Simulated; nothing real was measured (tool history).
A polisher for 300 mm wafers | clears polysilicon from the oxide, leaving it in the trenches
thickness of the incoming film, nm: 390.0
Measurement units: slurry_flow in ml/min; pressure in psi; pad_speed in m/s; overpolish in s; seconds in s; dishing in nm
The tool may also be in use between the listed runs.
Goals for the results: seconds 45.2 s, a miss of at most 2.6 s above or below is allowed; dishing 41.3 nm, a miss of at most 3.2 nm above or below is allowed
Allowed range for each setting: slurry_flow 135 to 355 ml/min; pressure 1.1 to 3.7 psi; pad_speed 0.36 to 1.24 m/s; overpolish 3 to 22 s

| run | day | slurry_flow | pressure | pad_speed | overpolish | seconds | dishing |
|---|---|---|---|---|---|---|---|
| 1 | 0 | 225 | 2.4 | 0.8 | 11 | 37.202 | 56.452 |
| 2 | 0.167 | 225 | 2.4 | 0.8 | 15 | 37.566 | 65.521 |
| 3 | 0.392 | 225 | 2.1 | 0.8 | 15 | 43.162 | 62.517 |
| 4 | 0.567 | 225 | 2.1 | 0.68 | 15 | 51.726 | 60.375 |
| 5 | 0.938 | 225 | 2.5 | 0.68 | 15 | 42.17 | 64.003 |
| 6 | 1.279 | 225 | 2.8 | 0.68 | 15 | 37.585 | 65.384 |
| 7 | 1.475 | 225 | 2.4 | 0.62 | 9 | 48.503 | 47.521 |
| 8 | 1.817 | 225 | 2.4 | 0.62 | 8 | 46.859 | 41.888 |

5 next moves are on the table. One of them brings every result within its allowed miss. Which?
| A | 2.158 | 235 | 2.6 | 0.54 | 7 | ? | ? |
| B | 2.158 | 155 | 3.2 | 0.46 | 10 | ? | ? |
| C | 2.158 | 320 | 2.3 | 0.68 | 7 | ? | ? |
| D | 2.158 | 235 | 2.2 | 0.64 | 8 | ? | ? |
| E | 2.158 | 260 | 2.6 | 0.54 | 9 | ? | ? |

| move | seconds | dishing |
|---|---|---|
| A | 51.433 | 37.488 |
| B | 52.321 | 46.362 |
| C | 44.937 | 40.968 |
| D | 51.382 | 40.955 |
| E | 50.824 | 44.342 |
A: further off than the last run
B: further off than the last run
C: all results in spec
D: further off than the last run
E: further off than the last run
Answer: C
